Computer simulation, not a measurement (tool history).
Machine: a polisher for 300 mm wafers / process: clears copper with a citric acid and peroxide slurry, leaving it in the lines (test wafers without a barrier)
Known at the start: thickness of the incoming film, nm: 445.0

run	day	flow of slurry (ml/min)	pressure of the wafer on the pad (psi)	speed of the pad under the wafer (cm/s)	abrasive content of the slurry	overpolish time after the end point (s)	time until the end point was called (s)	dishing of a wide line in a test structure (angstrom)
1	0.000	290	3.9	116	1.0	21	165.26	263.96
2	0.242	290	3.5	116	1.0	22	186.57	250.17
3	0.392	290	3.5	136	1.0	22	160.71	276.27
4	0.458	290	3.5	136	0.9	22	165.55	265.19
5	0.488	290	3.1	136	0.9	23	186.43	257.33
6	0.821	290	3.8	136	0.9	23	153.01	277.21
7	0.988	290	3.4	136	0.9	23	172.06	266.92

Predict the results of run 8:
8	1.346	290	3.1	136	0.9	23	?	?

Run 8 yielded time until the end point was called (s) 181.42, dishing of a wide line in a test structure (angstrom) 254.68.

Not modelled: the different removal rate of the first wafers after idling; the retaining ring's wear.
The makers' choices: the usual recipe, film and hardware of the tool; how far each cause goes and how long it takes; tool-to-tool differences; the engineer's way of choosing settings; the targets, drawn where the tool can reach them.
